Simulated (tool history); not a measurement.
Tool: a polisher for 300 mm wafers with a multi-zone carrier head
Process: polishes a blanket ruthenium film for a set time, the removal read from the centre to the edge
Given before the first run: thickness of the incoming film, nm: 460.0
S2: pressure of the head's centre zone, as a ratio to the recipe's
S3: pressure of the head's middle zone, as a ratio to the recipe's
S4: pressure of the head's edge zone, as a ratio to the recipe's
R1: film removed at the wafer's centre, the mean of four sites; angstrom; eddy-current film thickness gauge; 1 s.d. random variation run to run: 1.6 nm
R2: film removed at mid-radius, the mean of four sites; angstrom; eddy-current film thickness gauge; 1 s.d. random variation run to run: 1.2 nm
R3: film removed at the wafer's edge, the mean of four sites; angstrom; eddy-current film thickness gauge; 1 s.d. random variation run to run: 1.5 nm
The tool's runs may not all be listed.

Run 1, day 0.000: flow of slurry (ml/min) 125, S2 1.00, S3 1.00, S4 1.00, polishing time (s) 66. Result: R1 761.68 angstrom, R2 779.85 angstrom, R3 777.84 angstrom.
Run 2, day 0.375: flow of slurry (ml/min) 100, S2 1.00, S3 1.00, S4 1.00, polishing time (s) 66. Result: R1 711.25 angstrom, R2 742.82 angstrom, R3 733.94 angstrom.
Run 3, day 0.592: flow of slurry (ml/min) 110, S2 1.01, S3 1.00, S4 1.01, polishing time (s) 67. Result: R1 750.40 angstrom, R2 754.29 angstrom, R3 789.35 angstrom.
Run 4, day 0.625: flow of slurry (ml/min) 130, S2 1.01, S3 1.00, S4 1.01, polishing time (s) 67. Result: R1 798.03 angstrom, R2 802.80 angstrom, R3 808.89 angstrom.
Run 5, day 0.842: flow of slurry (ml/min) 145, S2 1.01, S3 1.00, S4 1.01, polishing time (s) 67. Result: R1 810.87 angstrom, R2 817.35 angstrom, R3 841.54 angstrom.
Run 6, day 1.217: flow of slurry (ml/min) 145, S2 0.97, S3 1.00, S4 1.01, polishing time (s) 67. Result: R1 790.27 angstrom, R2 813.63 angstrom, R3 825.47 angstrom.
Run 7, day 1.562: flow of slurry (ml/min) 150, S2 0.99, S3 1.01, S4 1.01, polishing time (s) 68. Result: R1 820.20 angstrom, R2 851.98 angstrom, R3 833.27 angstrom.
Run 8, day 1.896: flow of slurry (ml/min) 155, S2 1.01, S3 1.01, S4 1.02, polishing time (s) 69. Result: R1 843.81 angstrom, R2 858.72 angstrom, R3 870.04 angstrom.
Run 9, day 1.975: flow of slurry (ml/min) 160, S2 1.02, S3 1.01, S4 1.02, polishing time (s) 70. Result: R1 867.23 angstrom, R2 862.50 angstrom, R3 840.20 angstrom.
Run 10, day 2.346: flow of slurry (ml/min) 160, S2 1.02, S3 1.00, S4 1.02, polishing time (s) 72. Result: R1 884.46 angstrom, R2 896.97 angstrom, R3 885.24 angstrom.
Run 11, day 2.500: flow of slurry (ml/min) 165, S2 1.03, S3 0.99, S4 1.03, polishing time (s) 73. Result: R1 911.45 angstrom, R2 900.40 angstrom, R3 928.92 angstrom.
Run 12, day 2.583: flow of slurry (ml/min) 165, S2 1.04, S3 0.99, S4 1.03, polishing time (s) 74. Result: R1 967.46 angstrom, R2 897.01 angstrom, R3 925.93 angstrom.

Run 13 comes next. What will it give?
Run 13, day 2.812: flow of slurry (ml/min) 165, S2 1.04, S3 0.99, S4 1.04, polishing time (s) 75. Result: R1 ?, R2 ?, R3 ?.

R1: 950.27 angstrom
R2: 940.24 angstrom
R3: 939.47 angstrom
